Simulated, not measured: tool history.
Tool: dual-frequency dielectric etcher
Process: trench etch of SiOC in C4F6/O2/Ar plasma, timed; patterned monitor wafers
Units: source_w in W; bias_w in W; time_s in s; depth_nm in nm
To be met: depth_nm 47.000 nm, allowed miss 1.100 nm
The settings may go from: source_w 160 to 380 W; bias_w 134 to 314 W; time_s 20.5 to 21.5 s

run 1 hour=0.0 | source_w=270 bias_w=224 time_s=20.5 | depth_nm=40.597
run 2 hour=4.3 | source_w=250 bias_w=224 time_s=20.5 | depth_nm=39.293
run 3 hour=5.0 | source_w=280 bias_w=230 time_s=20.5 | depth_nm=42.073
run 4 hour=8.3 | source_w=310 bias_w=230 time_s=20.5 | depth_nm=43.901
run 5 hour=15.9 | source_w=320 bias_w=232 time_s=20.5 | depth_nm=44.853
run 6 hour=18.9 | source_w=280 bias_w=232 time_s=20.5 | depth_nm=41.875
run 7 hour=24.2 | source_w=300 bias_w=235 time_s=20.5 | depth_nm=43.045
run 8 hour=25.2 | source_w=310 bias_w=239 time_s=20.5 | depth_nm=43.740
run 9 hour=25.8 | source_w=320 bias_w=241 time_s=20.5 | depth_nm=44.674
run 10 hour=34.1 | source_w=330 bias_w=243 time_s=20.5 | depth_nm=45.454

5 next moves are on the table. One of them brings every result within its allowed miss. Which?
run A hour=42.4 | source_w=340 bias_w=243 time_s=21.0 | depth_nm=?
run B hour=42.4 | source_w=270 bias_w=251 time_s=21.0 | depth_nm=?
run C hour=42.4 | source_w=310 bias_w=229 time_s=21.0 | depth_nm=?
run D hour=42.4 | source_w=260 bias_w=259 time_s=21.5 | depth_nm=?
run E hour=42.4 | source_w=270 bias_w=256 time_s=21.0 | depth_nm=?

move=A depth_nm=47.375
move=B depth_nm=43.746
move=C depth_nm=44.867
move=D depth_nm=44.578
move=E depth_nm=44.021
A: meets every target
B: further off than the last run
C: further off than the last run
D: further off than the last run
E: further off than the last run
Answer: A
